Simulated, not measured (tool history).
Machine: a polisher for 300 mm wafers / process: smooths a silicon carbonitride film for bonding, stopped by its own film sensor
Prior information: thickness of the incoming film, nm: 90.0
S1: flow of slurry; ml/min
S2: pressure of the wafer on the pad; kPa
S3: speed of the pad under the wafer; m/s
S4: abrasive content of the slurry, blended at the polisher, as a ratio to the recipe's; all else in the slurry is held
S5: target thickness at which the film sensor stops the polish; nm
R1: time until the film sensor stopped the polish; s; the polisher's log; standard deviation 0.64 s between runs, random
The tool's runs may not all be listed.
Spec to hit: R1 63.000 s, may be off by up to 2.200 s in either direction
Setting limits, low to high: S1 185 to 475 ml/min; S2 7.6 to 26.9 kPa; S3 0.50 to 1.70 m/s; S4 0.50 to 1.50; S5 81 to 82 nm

Run 1, hour 0.0: S1 305 ml/min, S2 17.2 kPa, S3 1.10 m/s, S4 1.00, S5 81 nm. Result: R1 34.456 s.
Run 2, hour 5.3: S1 305 ml/min, S2 14.5 kPa, S3 1.08 m/s, S4 1.00, S5 81 nm. Result: R1 39.408 s.
Run 3, hour 11.1: S1 305 ml/min, S2 12.4 kPa, S3 1.02 m/s, S4 1.00, S5 81 nm. Result: R1 47.292 s.
Run 4, hour 15.6: S1 305 ml/min, S2 11.0 kPa, S3 1.02 m/s, S4 1.00, S5 81 nm. Result: R1 49.899 s.
Run 5, hour 18.0: S1 305 ml/min, S2 15.2 kPa, S3 1.02 m/s, S4 1.00, S5 81 nm. Result: R1 40.903 s.
Run 6, hour 20.4: S1 305 ml/min, S2 13.1 kPa, S3 1.00 m/s, S4 1.00, S5 81 nm. Result: R1 45.036 s.
Run 7, hour 29.2: S1 305 ml/min, S2 11.0 kPa, S3 0.98 m/s, S4 1.00, S5 81 nm. Result: R1 51.764 s.
Run 8, hour 33.8: S1 305 ml/min, S2 9.7 kPa, S3 0.98 m/s, S4 1.00, S5 81 nm. Result: R1 57.492 s.
At hour 36.8: slurry blender recalibrated.
Run 9, hour 36.8: S1 305 ml/min, S2 9.0 kPa, S3 0.98 m/s, S4 1.00, S5 81 nm. Result: R1 45.866 s.
Run 10, hour 38.3: S1 305 ml/min, S2 9.0 kPa, S3 0.98 m/s, S4 1.00, S5 81 nm. Result: R1 45.853 s.
Run 11, hour 42.5: S1 305 ml/min, S2 9.0 kPa, S3 0.88 m/s, S4 1.00, S5 81 nm. Result: R1 50.054 s.
Run 12, hour 50.6: S1 305 ml/min, S2 9.0 kPa, S3 0.88 m/s, S4 1.00, S5 81 nm. Result: R1 49.867 s.
Run 13, hour 57.5: S1 295 ml/min, S2 8.3 kPa, S3 0.88 m/s, S4 0.85, S5 81 nm. Result: R1 57.998 s.
Run 14, hour 59.9: S1 295 ml/min, S2 8.3 kPa, S3 0.84 m/s, S4 0.85, S5 81 nm. Result: R1 61.320 s.

Exactly one of the 4 candidate moves below puts every result within its allowed miss. Which one?
Run A, hour 62.3: S1 325 ml/min, S2 9.0 kPa, S3 0.92 m/s, S4 0.80, S5 81 nm. Result: R1 ?.
Run B, hour 62.3: S1 310 ml/min, S2 7.6 kPa, S3 0.88 m/s, S4 0.90, S5 81 nm. Result: R1 ?.
Run C, hour 62.3: S1 335 ml/min, S2 7.6 kPa, S3 0.76 m/s, S4 0.95, S5 81 nm. Result: R1 ?.
Run D, hour 62.3: S1 325 ml/min, S2 7.6 kPa, S3 0.88 m/s, S4 0.95, S5 81 nm. Result: R1 ?.

move      R1
   A  55.398
   B  59.083
   C  63.794
   D  56.880
A: misses by more than the last run did
B: misses by more than the last run did
C: every result lands within tolerance
D: misses by more than the last run did
Go with C: it meets all targets.

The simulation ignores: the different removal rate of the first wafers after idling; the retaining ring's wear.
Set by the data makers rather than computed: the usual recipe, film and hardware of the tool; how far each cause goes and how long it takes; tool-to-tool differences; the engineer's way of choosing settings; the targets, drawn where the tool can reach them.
